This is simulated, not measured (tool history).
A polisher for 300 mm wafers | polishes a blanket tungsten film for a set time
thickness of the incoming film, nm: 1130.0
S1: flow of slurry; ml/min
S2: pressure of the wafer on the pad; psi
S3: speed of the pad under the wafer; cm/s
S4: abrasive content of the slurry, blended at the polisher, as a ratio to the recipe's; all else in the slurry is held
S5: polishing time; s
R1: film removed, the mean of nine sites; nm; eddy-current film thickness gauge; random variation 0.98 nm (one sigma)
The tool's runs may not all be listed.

{"run": 1, "hour": 0.0, "S1": 210, "S2": 3.1, "S3": 124, "S4": 1.0, "S5": 50, "R1": 220.22}
{"run": 2, "hour": 2.8, "S1": 175, "S2": 3.1, "S3": 124, "S4": 1.0, "S5": 50, "R1": 214.49}
{"run": 3, "hour": 10.6, "S1": 175, "S2": 2.9, "S3": 120, "S4": 1.0, "S5": 50, "R1": 195.48}
{"run": 4, "hour": 15.5, "S1": 175, "S2": 2.7, "S3": 116, "S4": 1.0, "S5": 50, "R1": 175.18}
{"run": 5, "hour": 18.6, "S1": 175, "S2": 2.6, "S3": 112, "S4": 1.0, "S5": 50, "R1": 167.45}
{"run": 6, "hour": 27.3, "S1": 175, "S2": 2.5, "S3": 108, "S4": 1.0, "S5": 50, "R1": 151.44}
{"run": 7, "hour": 34.3, "S1": 175, "S2": 2.4, "S3": 106, "S4": 1.0, "S5": 50, "R1": 144.9}
{"run": 8, "hour": 37.3, "S1": 175, "S2": 2.3, "S3": 104, "S4": 1.0, "S5": 50, "R1": 136.97}

The next listed run, before its measurement:
{"run": 9, "hour": 41.4, "S1": 175, "S2": 1.4, "S3": 78, "S4": 0.95, "S5": 50, "R1": "?"}

{"run 9": {"R1": 65.606}}
